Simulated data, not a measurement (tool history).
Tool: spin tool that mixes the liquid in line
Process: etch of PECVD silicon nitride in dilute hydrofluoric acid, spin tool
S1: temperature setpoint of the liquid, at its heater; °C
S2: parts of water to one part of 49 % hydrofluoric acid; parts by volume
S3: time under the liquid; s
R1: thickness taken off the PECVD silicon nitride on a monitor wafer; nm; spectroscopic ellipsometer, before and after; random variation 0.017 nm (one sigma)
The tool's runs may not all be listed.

{"run": 1, "hour": 0.0, "S1": 24, "S2": 240, "S3": 280, "R1": 6.1598}
{"run": 2, "hour": 4.8, "S1": 22.5, "S2": 240, "S3": 280, "R1": 5.6345}
{"run": 3, "hour": 10.9, "S1": 21.5, "S2": 255, "S3": 280, "R1": 4.9515}
{"run": 4, "hour": 15.8, "S1": 21.5, "S2": 195, "S3": 280, "R1": 6.5341}
{"run": 5, "hour": 21.2, "S1": 25, "S2": 195, "S3": 280, "R1": 8.1132}
{"run": 6, "hour": 28.8, "S1": 23.5, "S2": 215, "S3": 280, "R1": 6.7192}
{"run": 7, "hour": 30.2, "S1": 22.5, "S2": 230, "S3": 280, "R1": 5.8745}
{"run": 8, "hour": 31.2, "S1": 21.5, "S2": 245, "S3": 280, "R1": 5.1616}
{"run": 9, "hour": 36.0, "S1": 20.5, "S2": 255, "S3": 280, "R1": 4.6232}
{"run": 10, "hour": 42.6, "S1": 20, "S2": 265, "S3": 280, "R1": 4.3634}
{"run": 11, "hour": 43.4, "S1": 19.5, "S2": 275, "S3": 280, "R1": 4.0975}

Run 12 comes next. What will it give?
{"run": 12, "hour": 48.5, "S1": 19, "S2": 280, "S3": 280, "R1": "?"}

Run 12 gave R1 3.8664 nm.
